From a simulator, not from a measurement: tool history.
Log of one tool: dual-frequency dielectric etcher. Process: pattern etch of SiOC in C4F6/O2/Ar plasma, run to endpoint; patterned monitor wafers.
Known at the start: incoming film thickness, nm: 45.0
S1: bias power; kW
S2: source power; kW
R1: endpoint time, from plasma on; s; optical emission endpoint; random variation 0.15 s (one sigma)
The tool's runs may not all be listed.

run	hour	S1	S2	R1
1	0.0	0.575	0.300	18.523
2	3.9	0.609	0.310	18.441
3	6.6	0.609	0.290	18.617
4	15.2	0.609	0.230	19.937
5	23.6	0.653	0.260	18.644
6	28.6	0.653	0.290	18.269
7	33.9	0.682	0.310	17.568

The next listed run, before its measurement:
8	37.2	0.682	0.310	?

{"run 8": {"R1": 17.523}}

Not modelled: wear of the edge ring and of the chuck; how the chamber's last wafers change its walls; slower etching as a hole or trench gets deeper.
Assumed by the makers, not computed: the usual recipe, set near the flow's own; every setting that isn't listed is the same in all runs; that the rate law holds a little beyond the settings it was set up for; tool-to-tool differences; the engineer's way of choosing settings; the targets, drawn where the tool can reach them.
